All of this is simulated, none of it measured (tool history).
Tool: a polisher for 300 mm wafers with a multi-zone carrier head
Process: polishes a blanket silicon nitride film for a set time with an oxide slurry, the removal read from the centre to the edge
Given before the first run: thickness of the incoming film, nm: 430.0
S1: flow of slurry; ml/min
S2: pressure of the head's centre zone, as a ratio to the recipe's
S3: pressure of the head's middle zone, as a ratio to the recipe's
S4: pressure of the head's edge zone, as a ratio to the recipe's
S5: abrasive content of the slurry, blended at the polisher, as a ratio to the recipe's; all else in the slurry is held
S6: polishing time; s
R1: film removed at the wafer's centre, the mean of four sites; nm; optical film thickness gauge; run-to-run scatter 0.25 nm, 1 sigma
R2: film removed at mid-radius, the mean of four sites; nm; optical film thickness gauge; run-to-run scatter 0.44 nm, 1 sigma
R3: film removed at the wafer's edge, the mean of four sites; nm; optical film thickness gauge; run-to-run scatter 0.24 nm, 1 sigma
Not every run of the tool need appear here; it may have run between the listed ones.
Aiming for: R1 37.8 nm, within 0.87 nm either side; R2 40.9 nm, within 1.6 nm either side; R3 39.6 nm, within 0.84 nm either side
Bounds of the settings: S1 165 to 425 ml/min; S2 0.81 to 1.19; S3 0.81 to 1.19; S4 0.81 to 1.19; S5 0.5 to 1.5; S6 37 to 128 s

run	hour	S1	S2	S3	S4	S5	S6	R1	R2	R3
1	0	275	1	1	1	1	82	44.571	47.027	46.43
2	8.3	275	0.94	1	1	1	82	42.184	47.572	46.205
3	15.4	275	0.94	1	1	1.1	82	43.728	49.71	48.27
4	16.7	275	0.94	1	1	1.1	97	52.276	57.698	56.694
5	24.9	270	0.93	0.98	0.96	0.95	97	48.894	53.303	52.912
6	32.7	270	0.93	0.98	0.89	0.95	97	48.153	54.19	51.374
7	35.5	265	0.93	0.97	0.87	0.85	96	46.105	49.979	47.878
8	36.2	235	0.85	0.95	0.81	0.6	96	35.897	43.462	39.55
9	44.3	240	0.86	0.94	0.81	0.6	96	35.89	42.81	39.812

4 candidate next runs follow, results not yet known. Just one meets every target within its allowed miss. Identify it.
A	52.4	265	0.95	0.98	0.93	0.55	94	?	?	?
B	52.4	235	0.84	0.94	0.81	0.55	99	?	?	?
C	52.4	270	0.84	1.04	0.86	0.75	87	?	?	?
D	52.4	240	0.83	1.01	0.81	0.5	103	?	?	?

move	R1	R2	R3
A	37.826	41.598	39.333
B	34.804	42.412	39.03
C	35.609	45.889	40.615
D	34.308	44.055	38.879
A: hits every target within its allowed miss
B: further off than the last run
C: further off than the last run
D: further off than the last run
A is the move that brings every result within its allowed miss.
